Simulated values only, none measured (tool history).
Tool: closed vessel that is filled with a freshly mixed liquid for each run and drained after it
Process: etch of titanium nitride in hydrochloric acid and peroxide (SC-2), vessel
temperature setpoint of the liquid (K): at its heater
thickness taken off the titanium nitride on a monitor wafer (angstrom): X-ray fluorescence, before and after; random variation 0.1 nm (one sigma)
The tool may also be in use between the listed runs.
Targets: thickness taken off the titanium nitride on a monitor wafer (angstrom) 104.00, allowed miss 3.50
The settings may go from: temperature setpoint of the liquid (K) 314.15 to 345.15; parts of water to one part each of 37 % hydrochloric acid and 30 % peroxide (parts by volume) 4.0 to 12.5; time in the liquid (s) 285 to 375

| run | hour | temperature setpoint of the liquid (K) | parts of water to one part each of 37 % hydrochloric acid and 30 % peroxide (parts by volume) | time in the liquid (s) | thickness taken off the titanium nitride on a monitor wafer (angstrom) |
|---|---|---|---|---|---|
| 1 | 0.0 | 330.15 | 7.0 | 375 | 191.74 |
| 2 | 6.6 | 328.15 | 7.0 | 375 | 164.91 |
| 3 | 10.8 | 328.15 | 7.0 | 285 | 127.62 |
| 4 | 18.8 | 328.15 | 8.5 | 285 | 108.39 |
| 5 | 25.4 | 328.15 | 8.5 | 285 | 108.32 |
| 6 | 28.7 | 328.15 | 6.5 | 285 | 138.52 |
| 7 | 36.2 | 327.65 | 6.5 | 285 | 131.03 |
| 8 | 37.8 | 327.15 | 6.5 | 285 | 126.78 |
| 9 | 46.4 | 326.65 | 6.5 | 285 | 124.00 |
| 10 | 54.3 | 326.15 | 6.5 | 285 | 118.66 |
| 11 | 59.1 | 325.65 | 6.5 | 285 | 115.40 |
| 12 | 66.8 | 325.15 | 6.5 | 285 | 111.17 |
| 13 | 70.1 | 324.65 | 6.5 | 285 | 108.26 |

Which of these 5 next moves meets every target?
| A | 73.4 | 327.15 | 8.0 | 295 | ? |
| B | 73.4 | 321.65 | 6.5 | 375 | ? |
| C | 73.4 | 324.65 | 6.0 | 285 | ? |
| D | 73.4 | 325.65 | 7.5 | 315 | ? |
| E | 73.4 | 322.65 | 6.0 | 295 | ? |

| move | thickness taken off the titanium nitride on a monitor wafer (angstrom) |
|---|---|
| A | 111.40 |
| B | 115.78 |
| C | 114.20 |
| D | 113.52 |
| E | 103.49 |
A: further off than the last run
B: further off than the last run
C: further off than the last run
D: further off than the last run
E: meets every target
Answer: E

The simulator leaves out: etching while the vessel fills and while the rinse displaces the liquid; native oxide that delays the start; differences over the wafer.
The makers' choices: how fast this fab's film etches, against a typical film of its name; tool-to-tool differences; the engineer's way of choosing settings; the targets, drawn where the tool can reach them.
